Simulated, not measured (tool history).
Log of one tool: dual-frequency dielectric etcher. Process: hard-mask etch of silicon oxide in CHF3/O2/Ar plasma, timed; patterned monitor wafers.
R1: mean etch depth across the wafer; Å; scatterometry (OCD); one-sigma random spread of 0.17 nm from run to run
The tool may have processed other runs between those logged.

{"run": 1, "day": 0.0, "source power (W)": 610, "bias power (W)": 130, "etch time (s)": 19.5, "R1": 342.1}
{"run": 2, "day": 0.112, "source power (W)": 650, "bias power (W)": 131, "etch time (s)": 19.5, "R1": 354.12}
{"run": 3, "day": 0.188, "source power (W)": 670, "bias power (W)": 132, "etch time (s)": 19.5, "R1": 359.91}
{"run": 4, "day": 0.288, "source power (W)": 690, "bias power (W)": 132, "etch time (s)": 19.5, "R1": 362.6}
{"run": 5, "day": 0.417, "source power (W)": 690, "bias power (W)": 109, "etch time (s)": 19.5, "R1": 346.66}
{"run": 6, "day": 0.45, "source power (W)": 690, "bias power (W)": 109, "etch time (s)": 19.5, "R1": 347.55}
{"run": 7, "day": 0.808, "source power (W)": 720, "bias power (W)": 110, "etch time (s)": 19.5, "R1": 353.42}

Expected results for the next run?
{"run": 8, "day": 0.979, "source power (W)": 750, "bias power (W)": 111, "etch time (s)": 19.5, "R1": "?"}

Run 8 yielded R1 359.14 Å.
